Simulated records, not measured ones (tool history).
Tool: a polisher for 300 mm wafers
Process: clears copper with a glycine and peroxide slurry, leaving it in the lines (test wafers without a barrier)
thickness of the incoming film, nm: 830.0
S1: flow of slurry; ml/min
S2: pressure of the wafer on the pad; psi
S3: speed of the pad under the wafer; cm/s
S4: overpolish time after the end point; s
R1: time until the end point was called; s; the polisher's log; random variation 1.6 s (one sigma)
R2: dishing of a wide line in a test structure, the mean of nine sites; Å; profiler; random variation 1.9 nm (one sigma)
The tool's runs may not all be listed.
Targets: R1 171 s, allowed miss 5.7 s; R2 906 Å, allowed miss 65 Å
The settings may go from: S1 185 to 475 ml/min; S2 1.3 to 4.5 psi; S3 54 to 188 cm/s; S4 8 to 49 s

Run 1, hour 0: S1 305 ml/min, S2 2.9 psi, S3 120 cm/s, S4 25 s. Result: R1 135.82 s, R2 976.55 Å.
Run 2, hour 1.5: S1 275 ml/min, S2 2.9 psi, S3 120 cm/s, S4 25 s. Result: R1 134.33 s, R2 949.46 Å.
Run 3, hour 10.2: S1 275 ml/min, S2 2.7 psi, S3 120 cm/s, S4 26 s. Result: R1 146.09 s, R2 928.64 Å.
Run 4, hour 18.5: S1 210 ml/min, S2 2.7 psi, S3 120 cm/s, S4 26 s. Result: R1 148.14 s, R2 917.11 Å.
Run 5, hour 24: S1 210 ml/min, S2 3.1 psi, S3 120 cm/s, S4 26 s. Result: R1 132.05 s, R2 1004.4 Å.
Run 6, hour 27.9: S1 210 ml/min, S2 3.1 psi, S3 120 cm/s, S4 20 s. Result: R1 134.2 s, R2 859.22 Å.
Run 7, hour 33.2: S1 210 ml/min, S2 2.9 psi, S3 120 cm/s, S4 22 s. Result: R1 139.6 s, R2 900.72 Å.
Run 8, hour 38.9: S1 210 ml/min, S2 2.8 psi, S3 120 cm/s, S4 23 s. Result: R1 145.43 s, R2 861.18 Å.
Run 9, hour 44.7: S1 210 ml/min, S2 2.7 psi, S3 120 cm/s, S4 24 s. Result: R1 146.65 s, R2 883.32 Å.
Run 10, hour 48: S1 210 ml/min, S2 2.6 psi, S3 120 cm/s, S4 25 s. Result: R1 151.57 s, R2 865.56 Å.

Which of these 4 next moves meets every target?
Run A, hour 51.3: S1 230 ml/min, S2 2 psi, S3 130 cm/s, S4 35 s. Result: R1 ?, R2 ?.
Run B, hour 51.3: S1 185 ml/min, S2 2.7 psi, S3 144 cm/s, S4 21 s. Result: R1 ?, R2 ?.
Run C, hour 51.3: S1 220 ml/min, S2 2.6 psi, S3 118 cm/s, S4 34 s. Result: R1 ?, R2 ?.
Run D, hour 51.3: S1 185 ml/min, S2 2.6 psi, S3 104 cm/s, S4 29 s. Result: R1 ?, R2 ?.

move      R1      R2
   A  168.64  985.45
   B  126.92  856.14
   C  152.17  1059.9
   D  171.91  877.02
A: brings the result that was furthest off to its target, and leaves another outside
B: further off than the last run
C: as far off as the last run
D: meets every target
Answer: D
